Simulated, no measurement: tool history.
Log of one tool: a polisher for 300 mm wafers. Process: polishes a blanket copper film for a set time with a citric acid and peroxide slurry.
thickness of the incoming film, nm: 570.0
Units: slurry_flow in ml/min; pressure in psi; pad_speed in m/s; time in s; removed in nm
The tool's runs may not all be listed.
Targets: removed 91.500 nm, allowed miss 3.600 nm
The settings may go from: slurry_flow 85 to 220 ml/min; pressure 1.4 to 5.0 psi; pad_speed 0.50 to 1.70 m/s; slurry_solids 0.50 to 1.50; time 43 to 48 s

run,hour,slurry_flow,pressure,pad_speed,slurry_solids,time,removed
1,0.0,140,3.2,1.10,1.00,48,135.160
2,1.5,140,3.8,1.10,1.00,48,163.040
3,9.1,140,3.8,1.10,1.15,48,171.060
4,12.2,140,3.3,1.10,1.15,48,143.200
5,15.1,140,3.2,1.10,1.15,48,142.800
6,23.1,140,3.0,1.10,1.15,48,129.790
7,27.5,140,2.9,1.10,1.15,48,126.580
8,33.9,140,2.8,1.10,1.15,48,121.980
9,36.9,140,2.7,1.10,1.15,48,119.350
10,41.3,140,2.7,1.10,1.15,48,123.150
11,47.0,140,2.6,1.10,1.15,48,116.210
12,51.4,125,1.9,1.08,1.15,48,83.488
13,56.8,140,1.9,1.08,1.15,48,84.588

5 next moves are on the table. One of them brings every result within its allowed miss. Which?
A,62.2,120,2.2,1.04,1.25,43,?
B,62.2,155,1.8,1.26,1.20,43,?
C,62.2,145,1.9,1.20,1.25,46,?
D,62.2,125,1.9,1.14,1.10,44,?
E,62.2,125,2.4,1.00,1.25,48,?

move,removed
A,84.184
B,85.450
C,92.113
D,79.264
E,98.897
A: further off than the last run
B: nearer than the last run, and not there yet
C: meets every target
D: further off than the last run
E: takes the result that was furthest off past its target
The right move is C.

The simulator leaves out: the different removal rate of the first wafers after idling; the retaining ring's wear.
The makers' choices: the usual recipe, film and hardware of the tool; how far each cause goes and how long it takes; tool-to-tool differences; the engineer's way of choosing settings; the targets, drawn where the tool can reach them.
